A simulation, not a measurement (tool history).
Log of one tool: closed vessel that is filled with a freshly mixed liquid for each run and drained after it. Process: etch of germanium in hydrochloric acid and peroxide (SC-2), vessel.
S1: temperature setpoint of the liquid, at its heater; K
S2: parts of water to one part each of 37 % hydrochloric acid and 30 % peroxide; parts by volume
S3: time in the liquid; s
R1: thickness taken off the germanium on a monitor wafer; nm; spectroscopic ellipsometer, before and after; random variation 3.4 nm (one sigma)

Run 1, hour 0.0: S1 334.15 K, S2 9 parts by volume, S3 90 s. Result: R1 584.74 nm.
Run 2, hour 6.5: S1 339.15 K, S2 9 parts by volume, S3 90 s. Result: R1 669.37 nm.
Run 3, hour 15.8: S1 340.65 K, S2 9 parts by volume, S3 90 s. Result: R1 700.68 nm.
Run 4, hour 20.7: S1 341.65 K, S2 9 parts by volume, S3 90 s. Result: R1 720.36 nm.
Run 5, hour 27.0: S1 342.65 K, S2 9 parts by volume, S3 90 s. Result: R1 742.99 nm.
Run 6, hour 30.5: S1 343.15 K, S2 9 parts by volume, S3 90 s. Result: R1 750.17 nm.

Run 7 comes next. What will it give?
Run 7, hour 37.9: S1 343.15 K, S2 9 parts by volume, S3 90 s. Result: R1 ?.

Run 7 gave R1 750.32 nm.
